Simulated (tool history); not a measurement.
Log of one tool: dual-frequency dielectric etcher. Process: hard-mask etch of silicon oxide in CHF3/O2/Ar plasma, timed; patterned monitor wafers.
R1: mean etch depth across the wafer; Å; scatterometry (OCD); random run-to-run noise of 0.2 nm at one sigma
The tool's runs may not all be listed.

run 1 day=0.000 | source_power_(W)=710 bias_power_(W)=229 etch_time_(s)=16.0 | R1=376.44
run 2 day=0.062 | source_power_(W)=650 bias_power_(W)=221 etch_time_(s)=16.0 | R1=360.50
run 3 day=0.342 | source_power_(W)=600 bias_power_(W)=216 etch_time_(s)=16.0 | R1=342.76
run 4 day=0.446 | source_power_(W)=600 bias_power_(W)=255 etch_time_(s)=16.0 | R1=362.01
run 5 day=0.504 | source_power_(W)=710 bias_power_(W)=255 etch_time_(s)=16.0 | R1=393.20
run 6 day=0.767 | source_power_(W)=640 bias_power_(W)=249 etch_time_(s)=16.0 | R1=372.28
run 7 day=0.917 | source_power_(W)=590 bias_power_(W)=244 etch_time_(s)=16.0 | R1=352.33
run 8 day=1.142 | source_power_(W)=560 bias_power_(W)=242 etch_time_(s)=16.0 | R1=345.29
run 9 day=1.354 | source_power_(W)=430 bias_power_(W)=229 etch_time_(s)=16.0 | R1=292.19

Expected results for the next run?
run 10 day=1.442 | source_power_(W)=450 bias_power_(W)=230 etch_time_(s)=16.0 | R1=?

{"run 10": {"R1": 301.69}}

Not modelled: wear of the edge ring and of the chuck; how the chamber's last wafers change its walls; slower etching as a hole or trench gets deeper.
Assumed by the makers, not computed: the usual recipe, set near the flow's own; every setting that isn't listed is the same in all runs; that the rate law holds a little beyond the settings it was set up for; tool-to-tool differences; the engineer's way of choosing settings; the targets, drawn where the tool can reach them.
